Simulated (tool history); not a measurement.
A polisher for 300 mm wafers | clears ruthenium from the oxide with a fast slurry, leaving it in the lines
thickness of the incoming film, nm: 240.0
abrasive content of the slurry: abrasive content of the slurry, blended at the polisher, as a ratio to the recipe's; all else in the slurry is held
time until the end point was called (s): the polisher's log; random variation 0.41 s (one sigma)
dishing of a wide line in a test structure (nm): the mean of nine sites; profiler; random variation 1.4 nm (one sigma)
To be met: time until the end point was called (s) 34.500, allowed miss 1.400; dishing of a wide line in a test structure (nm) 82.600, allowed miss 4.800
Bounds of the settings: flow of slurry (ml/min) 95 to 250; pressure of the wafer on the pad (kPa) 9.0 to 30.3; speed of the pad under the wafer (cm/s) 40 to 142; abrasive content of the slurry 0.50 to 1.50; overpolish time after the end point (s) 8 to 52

run	hour	flow of slurry (ml/min)	pressure of the wafer on the pad (kPa)	speed of the pad under the wafer (cm/s)	abrasive content of the slurry	overpolish time after the end point (s)	time until the end point was called (s)	dishing of a wide line in a test structure (nm)
1	0.0	160	19.3	90	1.00	26	55.013	70.797
2	8.1	165	20.7	90	1.00	25	52.509	74.151
3	16.1	165	22.1	90	1.00	23	49.074	69.983
4	16.9	165	22.1	90	0.85	23	53.082	67.755
5	19.2	165	22.1	90	1.00	23	49.891	70.211
6	26.3	165	23.4	90	1.00	23	45.644	75.283
7	29.0	165	24.1	90	1.00	22	45.655	74.154
8	31.6	165	24.8	90	1.00	21	44.818	71.483
9	34.0	170	25.5	90	1.00	21	42.667	75.713
10	42.2	175	26.2	90	1.00	20	42.218	72.680
11	46.5	175	26.9	90	1.00	20	40.823	74.336
12	54.1	175	27.6	90	1.00	20	40.123	77.177
13	60.4	175	28.3	90	1.00	20	38.960	77.430
14	62.3	175	29.6	92	1.00	20	36.692	78.041

Which of these 5 next moves meets every target?
A	64.2	180	30.3	102	1.10	18	?	?
B	64.2	180	29.6	86	1.00	21	?	?
C	64.2	205	30.3	104	0.85	17	?	?
D	64.2	170	28.3	110	0.95	20	?	?
E	64.2	170	27.6	96	1.10	17	?	?

move	time until the end point was called (s)	dishing of a wide line in a test structure (nm)
A	30.695	82.596
B	37.491	80.034
C	33.961	73.909
D	33.428	83.729
E	35.382	71.738
A: takes the result that was furthest off past its target
B: further off than the last run
C: brings the result that was furthest off to its target, and leaves another outside
D: meets every target
E: brings the result that was furthest off to its target, and leaves another outside
The right move is D.
